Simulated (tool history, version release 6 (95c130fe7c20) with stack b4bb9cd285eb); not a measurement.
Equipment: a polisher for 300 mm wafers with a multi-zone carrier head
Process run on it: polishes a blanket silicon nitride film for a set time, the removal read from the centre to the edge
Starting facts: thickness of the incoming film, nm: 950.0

run,day,flow of slurry (ml/min),pressure of the head's centre zone,pressure of the head's middle zone,pressure of the head's edge zone,polishing time (s),film removed at the wafer's centre (nm),film removed at mid-radius (nm),film removed at the wafer's edge (nm)
1,0.000,240,1.00,1.00,1.00,30,31.485,32.045,32.081
2,0.029,240,1.00,1.00,1.00,25,26.261,25.706,25.909
3,0.129,240,1.00,1.08,1.00,25,25.827,26.765,25.548
4,0.204,250,1.03,1.10,0.99,28,29.762,30.924,28.556
5,0.492,260,1.06,1.11,0.99,30,32.886,34.218,30.698
6,0.792,265,1.09,1.11,0.99,32,36.487,36.455,33.890
7,1.112,275,1.11,1.13,0.98,33,39.177,37.609,33.449
8,1.167,280,1.11,1.14,0.98,34,39.647,40.163,36.295
9,1.488,285,1.12,1.15,0.97,35,41.016,40.157,36.154
10,1.546,270,1.13,1.16,0.97,36,43.413,41.771,37.450

What will run 11 give?
11,1.588,290,1.14,1.17,0.97,37,?,?,?

film removed at the wafer's centre (nm): 45.406
film removed at mid-radius (nm): 44.732
film removed at the wafer's edge (nm): 38.307

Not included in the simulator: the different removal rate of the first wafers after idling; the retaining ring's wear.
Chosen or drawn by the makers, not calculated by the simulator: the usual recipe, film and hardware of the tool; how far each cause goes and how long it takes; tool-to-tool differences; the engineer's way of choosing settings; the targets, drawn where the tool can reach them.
